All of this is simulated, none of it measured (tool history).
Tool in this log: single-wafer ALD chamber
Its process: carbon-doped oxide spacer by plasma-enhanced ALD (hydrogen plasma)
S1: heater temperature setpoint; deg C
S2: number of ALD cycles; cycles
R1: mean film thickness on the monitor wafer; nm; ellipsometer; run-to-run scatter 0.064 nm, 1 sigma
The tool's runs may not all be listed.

{"run": 1, "hour": 0.0, "S1": 425, "S2": 246, "R1": 10.713}
{"run": 2, "hour": 3.4, "S1": 425, "S2": 221, "R1": 9.697}
{"run": 3, "hour": 9.0, "S1": 422, "S2": 234, "R1": 10.26}
{"run": 4, "hour": 17.0, "S1": 420, "S2": 245, "R1": 10.857}
{"run": 5, "hour": 22.1, "S1": 417, "S2": 252, "R1": 11.242}
{"run": 6, "hour": 26.5, "S1": 426, "S2": 252, "R1": 10.961}
{"run": 7, "hour": 29.0, "S1": 423, "S2": 258, "R1": 11.305}
{"run": 8, "hour": 37.3, "S1": 420, "S2": 263, "R1": 11.703}
{"run": 9, "hour": 43.8, "S1": 418, "S2": 266, "R1": 11.84}
{"run": 10, "hour": 51.9, "S1": 416, "S2": 269, "R1": 12.057}
{"run": 11, "hour": 56.6, "S1": 414, "S2": 271, "R1": 12.198}

Run 12 has not been measured yet. What should we expect?
{"run": 12, "hour": 62.5, "S1": 413, "S2": 273, "R1": "?"}

R1: 12.179 nm
